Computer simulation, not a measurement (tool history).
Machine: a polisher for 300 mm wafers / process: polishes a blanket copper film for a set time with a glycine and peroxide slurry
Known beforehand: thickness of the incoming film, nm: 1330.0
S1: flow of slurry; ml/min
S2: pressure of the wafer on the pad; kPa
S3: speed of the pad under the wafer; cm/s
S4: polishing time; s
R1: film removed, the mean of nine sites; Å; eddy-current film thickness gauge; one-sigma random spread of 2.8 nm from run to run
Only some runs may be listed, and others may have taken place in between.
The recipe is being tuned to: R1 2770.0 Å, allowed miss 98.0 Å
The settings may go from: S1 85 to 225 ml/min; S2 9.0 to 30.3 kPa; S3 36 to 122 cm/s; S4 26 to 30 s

run 1 hour=0.0 | S1=145 S2=19.3 S3=78 S4=30 | R1=1480.0
run 2 hour=7.6 | S1=150 S2=20.7 S3=80 S4=30 | R1=1635.8
run 3 hour=12.8 | S1=150 S2=20.7 S3=80 S4=30 | R1=1609.6
run 4 hour=13.8 | S1=155 S2=22.1 S3=82 S4=30 | R1=1709.7
run 5 hour=20.4 | S1=180 S2=22.1 S3=82 S4=30 | R1=1771.7
run 6 hour=26.5 | S1=180 S2=22.1 S3=82 S4=26 | R1=1494.6
run 7 hour=32.3 | S1=180 S2=23.4 S3=86 S4=26 | R1=1635.3
run 8 hour=39.3 | S1=195 S2=29.0 S3=108 S4=27 | R1=2435.2

Pick the move, out of 4, that brings all results within their allowed miss; only one does.
run A hour=46.3 | S1=185 S2=30.3 S3=120 S4=28 | R1=?
run B hour=46.3 | S1=170 S2=27.6 S3=120 S4=29 | R1=?
run C hour=46.3 | S1=175 S2=24.8 S3=122 S4=28 | R1=?
run D hour=46.3 | S1=195 S2=28.3 S3=114 S4=27 | R1=?

move=A R1=2921.8
move=B R1=2770.7
move=C R1=2497.3
move=D R1=2551.5
A: takes the biggest miss from the last run beyond its target
B: meets every target
C: better than the last run, though not everything is in spec
D: better than the last run, though not everything is in spec
Move B is the one to make.
